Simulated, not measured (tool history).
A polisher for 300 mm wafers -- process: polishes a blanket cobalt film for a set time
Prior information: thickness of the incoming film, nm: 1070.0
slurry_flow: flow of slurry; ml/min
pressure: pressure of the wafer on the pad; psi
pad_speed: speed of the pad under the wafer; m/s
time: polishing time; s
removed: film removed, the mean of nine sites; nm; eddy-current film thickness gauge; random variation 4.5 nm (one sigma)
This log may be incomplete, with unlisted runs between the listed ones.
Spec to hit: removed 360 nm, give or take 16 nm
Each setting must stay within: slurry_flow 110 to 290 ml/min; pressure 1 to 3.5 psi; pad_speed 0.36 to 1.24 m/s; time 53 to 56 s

run  hour  slurry_flow  pressure  pad_speed  time  removed
  1     0          185       2.2        0.8    53   227.86
  2   3.3          185       2.2        0.8    53   231.12
  3  11.1          185       2.2        0.8    56    247.2
  4    19          215       2.2        0.8    56    248.1
  5  26.5          215       2.2       0.68    56   216.16
  6  30.4          215       2.5       0.68    56   243.04
  7  36.4          215       2.6       0.68    56   250.64
  8  40.1          215       2.7       0.68    56   258.83
  9  44.6          215       2.8       0.68    56   267.06
 10  46.6          215       2.9       0.68    56   283.97
 11  52.4          215         3       0.68    56   290.47
     53.1  -- head pressure recalibrated
 12  53.1          215       3.1       0.68    56    321.4
 13    54          215       3.2       0.68    56   326.59

Pick the move, out of 5, that brings all results within their allowed miss; only one does.
  A  54.9          290       3.4       0.58    54        ?
  B  54.9          220       2.9       0.72    53        ?
  C  54.9          165       3.1       0.68    56        ?
  D  54.9          220       3.3       0.64    53        ?
  E  54.9          240       3.5       0.66    56        ?

move  removed
   A    298.7
   B   300.04
   C   306.18
   D   303.51
   E   353.55
A: misses by more than the last run did
B: misses by more than the last run did
C: misses by more than the last run did
D: misses by more than the last run did
E: hits every target within its allowed miss
So the answer is move E, the one that meets all the targets.

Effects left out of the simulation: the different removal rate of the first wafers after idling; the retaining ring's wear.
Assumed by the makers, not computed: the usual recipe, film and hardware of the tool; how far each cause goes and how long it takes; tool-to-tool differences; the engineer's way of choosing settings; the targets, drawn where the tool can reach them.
